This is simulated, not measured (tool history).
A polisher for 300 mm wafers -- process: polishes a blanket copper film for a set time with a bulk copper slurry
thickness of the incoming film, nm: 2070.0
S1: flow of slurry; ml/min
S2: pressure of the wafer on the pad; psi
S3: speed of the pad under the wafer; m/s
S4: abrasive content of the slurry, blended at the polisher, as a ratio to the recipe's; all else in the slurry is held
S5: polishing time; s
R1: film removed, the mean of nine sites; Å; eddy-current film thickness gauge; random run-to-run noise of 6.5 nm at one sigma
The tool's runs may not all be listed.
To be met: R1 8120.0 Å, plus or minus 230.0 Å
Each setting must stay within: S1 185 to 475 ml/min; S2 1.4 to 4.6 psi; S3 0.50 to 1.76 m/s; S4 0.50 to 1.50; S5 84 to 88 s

| run | hour | S1 | S2 | S3 | S4 | S5 | R1 |
|---|---|---|---|---|---|---|---|
| 1 | 0.0 | 305 | 3.0 | 1.12 | 1.00 | 84 | 9477.4 |
| 2 | 3.9 | 305 | 3.0 | 1.24 | 1.00 | 84 | 10662.0 |
| 3 | 10.5 | 305 | 2.9 | 1.24 | 1.00 | 84 | 10362.0 |
| 4 | 16.8 | 280 | 2.9 | 1.24 | 1.00 | 84 | 10030.0 |
| 5 | 17.5 | 280 | 2.9 | 1.24 | 1.00 | 84 | 10140.0 |
| 6 | 24.8 | 280 | 2.9 | 1.24 | 1.10 | 84 | 10573.0 |
| 7 | 32.5 | 275 | 2.8 | 1.24 | 1.10 | 84 | 10266.0 |
| 8 | 33.7 | 270 | 2.7 | 1.24 | 1.10 | 84 | 9920.1 |
| 9 | 39.6 | 265 | 2.6 | 1.24 | 1.10 | 84 | 9474.0 |

Of the 5 settings listed for the next run, only one would bring every result within its allowed miss of target. Which one?
| A | 45.5 | 235 | 2.3 | 1.10 | 1.20 | 84 | ? |
| B | 45.5 | 265 | 2.2 | 1.18 | 1.05 | 84 | ? |
| C | 45.5 | 195 | 2.1 | 1.22 | 1.05 | 84 | ? |
| D | 45.5 | 315 | 2.8 | 0.98 | 1.10 | 84 | ? |
| E | 45.5 | 255 | 2.4 | 1.36 | 1.20 | 88 | ? |

| move | R1 |
|---|---|
| A | 7791.2 |
| B | 7786.5 |
| C | 7525.6 |
| D | 8232.6 |
| E | 10477.0 |
A: the result that was furthest off in the last run now lies on the other side of its target
B: the result that was furthest off in the last run now lies on the other side of its target
C: the result that was furthest off in the last run now lies on the other side of its target
D: every result lands within tolerance
E: lands further from the targets than the last run did
Move D is the one to make.
